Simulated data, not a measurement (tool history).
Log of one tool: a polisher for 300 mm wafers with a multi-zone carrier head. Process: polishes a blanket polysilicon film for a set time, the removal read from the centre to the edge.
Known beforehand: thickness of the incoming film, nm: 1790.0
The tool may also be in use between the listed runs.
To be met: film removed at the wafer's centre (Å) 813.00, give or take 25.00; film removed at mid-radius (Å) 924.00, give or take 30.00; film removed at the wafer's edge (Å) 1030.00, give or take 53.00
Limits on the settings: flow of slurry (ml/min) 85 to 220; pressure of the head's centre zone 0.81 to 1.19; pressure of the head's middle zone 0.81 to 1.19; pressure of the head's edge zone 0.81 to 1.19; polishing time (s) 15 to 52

run,hour,flow of slurry (ml/min),pressure of the head's centre zone,pressure of the head's middle zone,pressure of the head's edge zone,polishing time (s),film removed at the wafer's centre (Å),film removed at mid-radius (Å),film removed at the wafer's edge (Å)
1,0.0,140,1.00,1.00,1.00,33,2101.70,1909.30,1963.70
2,8.5,140,1.00,1.04,1.00,33,2144.20,1964.40,1905.90
3,10.7,150,1.00,1.04,1.00,33,2157.30,1994.50,1985.90
4,12.7,150,1.00,1.04,1.00,29,1906.20,1746.10,1745.80
5,18.0,140,0.97,1.02,0.99,27,1703.40,1575.40,1585.10
# hour 24.1: centre zone pressure recalibrated
6,24.1,130,0.95,1.01,1.01,25,1347.70,1423.00,1463.50
7,25.1,125,0.94,0.99,1.00,24,1279.20,1328.40,1389.60
8,29.5,120,0.92,0.97,0.99,23,1200.40,1254.40,1279.10
9,31.4,115,0.91,0.95,0.99,23,1171.60,1192.90,1280.20
10,36.3,110,0.90,0.94,0.99,22,1093.20,1123.20,1209.10

Pick the move, out of 4, that brings all results within their allowed miss; only one does.
A,41.2,90,0.91,0.87,1.02,19,?,?,?
B,41.2,130,0.93,0.92,1.01,16,?,?,?
C,41.2,90,0.89,0.84,1.05,20,?,?,?
D,41.2,85,0.87,0.97,1.04,19,?,?,?

move,film removed at the wafer's centre (Å),film removed at mid-radius (Å),film removed at the wafer's edge (Å)
A,860.13,870.49,1040.60
B,842.60,856.74,940.33
C,885.15,891.47,1110.80
D,801.31,928.57,1033.70
A: moves toward the targets from the last run without getting all of them in spec
B: moves toward the targets from the last run without getting all of them in spec
C: moves toward the targets from the last run without getting all of them in spec
D: every result within its allowed miss
Go with D: it meets all targets.

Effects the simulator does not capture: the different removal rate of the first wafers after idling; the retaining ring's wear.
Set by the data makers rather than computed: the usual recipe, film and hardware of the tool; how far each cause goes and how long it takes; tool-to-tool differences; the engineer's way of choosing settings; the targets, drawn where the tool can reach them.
